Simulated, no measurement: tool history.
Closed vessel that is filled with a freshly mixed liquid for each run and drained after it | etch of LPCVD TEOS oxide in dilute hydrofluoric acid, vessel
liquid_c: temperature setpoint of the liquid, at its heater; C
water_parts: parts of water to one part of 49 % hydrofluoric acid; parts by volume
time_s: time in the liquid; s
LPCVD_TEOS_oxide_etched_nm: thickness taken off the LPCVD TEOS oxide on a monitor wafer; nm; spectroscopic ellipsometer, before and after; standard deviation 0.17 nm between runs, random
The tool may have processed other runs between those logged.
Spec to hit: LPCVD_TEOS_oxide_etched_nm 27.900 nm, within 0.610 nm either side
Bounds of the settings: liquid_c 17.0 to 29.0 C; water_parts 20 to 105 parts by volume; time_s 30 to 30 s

run	day	liquid_c	water_parts	time_s	LPCVD_TEOS_oxide_etched_nm
1	0.000	21.0	55	30	12.539
2	0.112	22.0	50	30	14.725
3	0.208	24.5	50	30	16.218
4	0.417	25.0	50	30	16.690
5	0.479	25.0	60	30	13.591
6	0.567	25.0	60	30	13.710
7	0.717	25.5	55	30	15.207
8	0.904	26.0	50	30	17.250
9	1.054	26.5	50	30	17.553
10	1.317	29.0	30	30	33.252
11	1.521	28.5	30	30	32.730
12	1.804	28.0	30	30	32.021

5 next moves are on the table. One of them brings every result within its allowed miss. Which?
A	2.088	27.0	35	30	?
B	2.088	28.5	35	30	?
C	2.088	29.0	25	30	?
D	2.088	23.5	30	30	?
E	2.088	27.5	35	30	?

move	LPCVD_TEOS_oxide_etched_nm
A	26.300
B	27.947
C	40.540
D	26.733
E	26.840
A: the result that was furthest off in the last run now lies on the other side of its target
B: meets every target
C: the biggest miss grows against the last run
D: the result that was furthest off in the last run now lies on the other side of its target
E: the result that was furthest off in the last run now lies on the other side of its target
B is the move that brings every result within its allowed miss.
